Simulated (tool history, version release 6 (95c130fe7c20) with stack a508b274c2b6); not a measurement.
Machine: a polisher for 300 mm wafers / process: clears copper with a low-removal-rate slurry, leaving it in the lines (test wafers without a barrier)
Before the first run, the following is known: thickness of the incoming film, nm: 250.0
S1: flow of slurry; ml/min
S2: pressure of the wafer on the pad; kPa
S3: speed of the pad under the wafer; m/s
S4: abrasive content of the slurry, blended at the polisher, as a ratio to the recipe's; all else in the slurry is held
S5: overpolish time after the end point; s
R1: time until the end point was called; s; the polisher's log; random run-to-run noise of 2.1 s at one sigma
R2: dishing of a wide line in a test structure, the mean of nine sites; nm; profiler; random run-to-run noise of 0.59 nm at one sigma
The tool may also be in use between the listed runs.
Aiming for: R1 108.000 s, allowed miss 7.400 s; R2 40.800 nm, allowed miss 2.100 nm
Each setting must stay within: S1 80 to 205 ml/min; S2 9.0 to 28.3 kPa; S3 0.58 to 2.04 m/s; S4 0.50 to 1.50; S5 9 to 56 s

run	day	S1	S2	S3	S4	S5	R1	R2
1	0.000	135	18.6	1.30	1.00	29	71.331	47.903
2	0.358	135	18.6	1.30	1.00	22	68.241	41.130
3	0.479	135	18.6	1.54	1.00	22	60.386	47.347
4	0.808	135	18.6	1.30	1.00	22	68.525	40.873
5	0.908	130	17.2	1.30	1.00	24	77.466	40.382
6	1.242	125	16.5	1.30	1.00	26	80.396	41.495
7	1.521	125	15.9	1.30	1.00	27	82.780	40.622
# day 1.662: slurry nozzle cleaned
8	1.662	120	15.2	1.30	1.00	29	79.524	45.674
9	1.996	120	13.8	1.28	1.00	30	87.064	43.943

Next run, 4 choices. One meets every target within its allowed miss, the rest don't. Which?
A	2.329	125	13.1	1.10	0.95	34	?	?
B	2.329	155	14.5	1.40	0.95	22	?	?
C	2.329	115	17.2	1.40	1.00	21	?	?
D	2.329	115	19.3	1.28	1.00	22	?	?

move	R1	R2
A	100.920	39.820
B	70.790	38.001
C	62.670	40.505
D	60.946	42.910
A: every result lands within tolerance
B: misses by more than the last run did
C: misses by more than the last run did
D: misses by more than the last run did
A is the move that brings every result within its allowed miss.
